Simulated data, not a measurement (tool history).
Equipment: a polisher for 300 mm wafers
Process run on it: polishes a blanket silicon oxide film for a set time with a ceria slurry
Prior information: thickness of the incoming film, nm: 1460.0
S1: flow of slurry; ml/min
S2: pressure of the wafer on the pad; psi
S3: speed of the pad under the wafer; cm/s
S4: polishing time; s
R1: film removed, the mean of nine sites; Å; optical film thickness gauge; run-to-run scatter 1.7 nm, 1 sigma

{"run": 1, "hour": 0.0, "S1": 230, "S2": 2.9, "S3": 134, "S4": 38, "R1": 2231.2}
{"run": 2, "hour": 2.8, "S1": 230, "S2": 2.7, "S3": 134, "S4": 38, "R1": 2162.5}
{"run": 3, "hour": 7.9, "S1": 230, "S2": 2.5, "S3": 134, "S4": 38, "R1": 2036.4}
{"run": 4, "hour": 13.7, "S1": 230, "S2": 2.5, "S3": 134, "S4": 38, "R1": 2031.9}
{"run": 5, "hour": 20.1, "S1": 230, "S2": 2.4, "S3": 134, "S4": 38, "R1": 1992.5}
{"run": 6, "hour": 25.5, "S1": 230, "S2": 2.3, "S3": 134, "S4": 38, "R1": 1963.5}
{"hour": 33.7, "done": "worn pad replaced by a new one"}
{"run": 7, "hour": 33.7, "S1": 230, "S2": 2.2, "S3": 134, "S4": 38, "R1": 2066.2}

Expected results for the next run?
{"run": 8, "hour": 36.9, "S1": 225, "S2": 1.4, "S3": 130, "S4": 38, "R1": "?"}

Logged for run 8: R1 1504.2 Å.
